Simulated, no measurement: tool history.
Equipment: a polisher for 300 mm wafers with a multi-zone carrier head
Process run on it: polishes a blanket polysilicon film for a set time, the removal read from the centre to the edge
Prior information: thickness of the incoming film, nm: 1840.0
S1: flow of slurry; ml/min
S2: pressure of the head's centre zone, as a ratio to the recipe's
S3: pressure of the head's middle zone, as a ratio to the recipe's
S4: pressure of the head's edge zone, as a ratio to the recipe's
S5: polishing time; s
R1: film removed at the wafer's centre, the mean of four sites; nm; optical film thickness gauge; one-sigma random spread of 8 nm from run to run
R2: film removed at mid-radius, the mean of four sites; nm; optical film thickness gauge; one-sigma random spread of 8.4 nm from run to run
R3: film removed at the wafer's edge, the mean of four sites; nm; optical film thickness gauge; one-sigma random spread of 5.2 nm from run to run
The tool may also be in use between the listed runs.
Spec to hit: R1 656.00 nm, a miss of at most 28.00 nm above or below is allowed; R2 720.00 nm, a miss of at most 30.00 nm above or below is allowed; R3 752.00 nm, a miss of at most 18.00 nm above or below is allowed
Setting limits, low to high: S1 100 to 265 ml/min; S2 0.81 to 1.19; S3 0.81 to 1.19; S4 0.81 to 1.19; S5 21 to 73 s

{"run": 1, "hour": 0.0, "S1": 170, "S2": 1.0, "S3": 1.0, "S4": 1.0, "S5": 47, "R1": 577.9, "R2": 584.55, "R3": 587.16}
{"run": 2, "hour": 5.2, "S1": 175, "S2": 0.99, "S3": 1.01, "S4": 1.03, "S5": 48, "R1": 585.37, "R2": 611.72, "R3": 618.45}
{"run": 3, "hour": 11.3, "S1": 185, "S2": 0.99, "S3": 1.02, "S4": 1.06, "S5": 48, "R1": 592.71, "R2": 621.27, "R3": 634.94}
{"run": 4, "hour": 14.4, "S1": 185, "S2": 0.99, "S3": 1.02, "S4": 1.06, "S5": 59, "R1": 715.48, "R2": 766.95, "R3": 761.59}
{"run": 5, "hour": 22.0, "S1": 225, "S2": 0.99, "S3": 1.02, "S4": 1.06, "S5": 59, "R1": 745.57, "R2": 777.58, "R3": 784.31}
{"run": 6, "hour": 24.9, "S1": 225, "S2": 0.99, "S3": 1.02, "S4": 1.14, "S5": 59, "R1": 754.9, "R2": 782.84, "R3": 798.11}
{"run": 7, "hour": 26.6, "S1": 225, "S2": 0.99, "S3": 1.02, "S4": 1.14, "S5": 59, "R1": 734.12, "R2": 777.74, "R3": 803.77}
{"run": 8, "hour": 28.1, "S1": 220, "S2": 0.98, "S3": 1.01, "S4": 1.13, "S5": 59, "R1": 734.3, "R2": 780.16, "R3": 800.34}

Exactly one of the 5 candidate moves below puts every result within its allowed miss. Which one?
{"run": "A", "hour": 29.6, "S1": 170, "S2": 0.93, "S3": 1.11, "S4": 1.09, "S5": 55, "R1": "?", "R2": "?", "R3": "?"}
{"run": "B", "hour": 29.6, "S1": 255, "S2": 1.15, "S3": 0.88, "S4": 1.16, "S5": 62, "R1": "?", "R2": "?", "R3": "?"}
{"run": "C", "hour": 29.6, "S1": 200, "S2": 0.91, "S3": 0.98, "S4": 1.15, "S5": 59, "R1": "?", "R2": "?", "R3": "?"}
{"run": "D", "hour": 29.6, "S1": 225, "S2": 1.06, "S3": 1.17, "S4": 1.06, "S5": 59, "R1": "?", "R2": "?", "R3": "?"}
{"run": "E", "hour": 29.6, "S1": 225, "S2": 0.94, "S3": 1.02, "S4": 1.17, "S5": 55, "R1": "?", "R2": "?", "R3": "?"}

move=A R1=630.87 R2=746.47 R3=726.74
move=B R1=926.54 R2=724.24 R3=871.77
move=C R1=676.50 R2=734.97 R3=809.36
move=D R1=801.95 R2=865.88 R3=789.93
move=E R1=661.64 R2=718.15 R3=766.92
A: meets the target for the result that was furthest off, but another lies outside its allowed miss
B: lands further from the targets than the last run did
C: meets the target for the result that was furthest off, but another lies outside its allowed miss
D: lands further from the targets than the last run did
E: meets every target
Go with E: it meets all targets.
